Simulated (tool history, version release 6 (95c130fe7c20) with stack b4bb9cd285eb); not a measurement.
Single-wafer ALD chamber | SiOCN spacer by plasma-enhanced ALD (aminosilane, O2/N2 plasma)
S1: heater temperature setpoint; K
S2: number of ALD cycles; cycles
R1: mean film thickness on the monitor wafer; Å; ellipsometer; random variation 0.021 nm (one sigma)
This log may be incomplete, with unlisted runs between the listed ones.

| run | hour | S1 | S2 | R1 |
|---|---|---|---|---|
| 1 | 0.0 | 683.15 | 84 | 52.543 |
| 2 | 0.7 | 685.15 | 78 | 48.502 |
| 3 | 7.0 | 687.15 | 74 | 45.524 |
| 4 | 15.3 | 689.15 | 72 | 44.120 |
| 5 | 23.3 | 681.15 | 72 | 45.764 |
| 6 | 25.3 | 681.15 | 79 | 50.112 |

Run 7, settings as shown, results not yet in. Your forecast:
| 7 | 31.4 | 686.15 | 76 | ? |

R1: 47.545 Å
